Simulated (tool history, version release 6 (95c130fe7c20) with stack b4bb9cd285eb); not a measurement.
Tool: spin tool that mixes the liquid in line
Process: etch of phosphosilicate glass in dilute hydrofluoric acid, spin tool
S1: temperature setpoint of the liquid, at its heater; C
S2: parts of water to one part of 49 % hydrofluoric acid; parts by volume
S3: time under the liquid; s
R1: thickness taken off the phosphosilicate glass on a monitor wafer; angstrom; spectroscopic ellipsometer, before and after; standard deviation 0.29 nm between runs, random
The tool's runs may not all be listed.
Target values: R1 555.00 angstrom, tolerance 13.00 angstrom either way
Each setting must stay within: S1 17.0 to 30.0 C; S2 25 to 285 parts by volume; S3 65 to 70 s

run,hour,S1,S2,S3,R1
1,0.0,22.0,155,65,250.22
2,7.9,23.5,155,65,263.84
3,8.5,23.5,155,70,284.71
4,10.7,20.5,155,70,255.05
5,18.5,23.5,140,70,324.66
6,20.8,23.5,115,70,400.97
7,27.8,25.5,110,70,457.63
8,31.7,27.0,110,70,484.53
9,33.9,28.0,110,70,504.34
10,42.0,28.5,110,70,519.27
11,46.0,29.0,110,70,522.11
12,46.7,29.5,110,70,539.49

5 next moves are on the table. One of them brings every result within its allowed miss. Which?
A,47.4,30.0,105,70,?
B,47.4,27.0,95,65,?
C,47.4,30.0,115,70,?
D,47.4,29.0,105,70,?
E,47.4,29.0,110,70,?

move,R1
A,573.69
B,532.55
C,516.57
D,552.57
E,523.87
A: pushes the last run's worst result past its target
B: the biggest miss grows against the last run
C: the biggest miss grows against the last run
D: every result lands within tolerance
E: the biggest miss grows against the last run
Answer: D
